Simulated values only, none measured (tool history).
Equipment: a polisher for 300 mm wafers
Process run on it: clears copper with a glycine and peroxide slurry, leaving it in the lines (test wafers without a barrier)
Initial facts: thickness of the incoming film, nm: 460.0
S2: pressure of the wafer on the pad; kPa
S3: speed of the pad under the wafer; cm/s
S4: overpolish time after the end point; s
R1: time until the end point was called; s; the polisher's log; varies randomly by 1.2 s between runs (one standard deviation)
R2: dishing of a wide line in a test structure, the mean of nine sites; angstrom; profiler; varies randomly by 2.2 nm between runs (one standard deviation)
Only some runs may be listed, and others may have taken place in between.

Run 1, hour 0: flow of slurry (ml/min) 280, S2 15.2 kPa, S3 114 cm/s, S4 28 s. Result: R1 87.832 s, R2 935.46 angstrom.
Run 2, hour 3.2: flow of slurry (ml/min) 280, S2 15.2 kPa, S3 126 cm/s, S4 28 s. Result: R1 83.427 s, R2 954.47 angstrom.
Run 3, hour 9.5: flow of slurry (ml/min) 250, S2 15.2 kPa, S3 126 cm/s, S4 28 s. Result: R1 82.155 s, R2 971.2 angstrom.
Run 4, hour 11.3: flow of slurry (ml/min) 250, S2 15.2 kPa, S3 124 cm/s, S4 31 s. Result: R1 84.789 s, R2 1028.8 angstrom.
Run 5, hour 18.2: flow of slurry (ml/min) 250, S2 15.9 kPa, S3 124 cm/s, S4 33 s. Result: R1 79.45 s, R2 1113.2 angstrom.
Run 6, hour 21.3: flow of slurry (ml/min) 250, S2 19.3 kPa, S3 124 cm/s, S4 33 s. Result: R1 75.295 s, R2 1208.9 angstrom.

The next listed run, before its measurement:
Run 7, hour 27.5: flow of slurry (ml/min) 250, S2 19.3 kPa, S3 122 cm/s, S4 35 s. Result: R1 ?, R2 ?.

Run 7 yielded R1 74.136 s, R2 1255.7 angstrom.
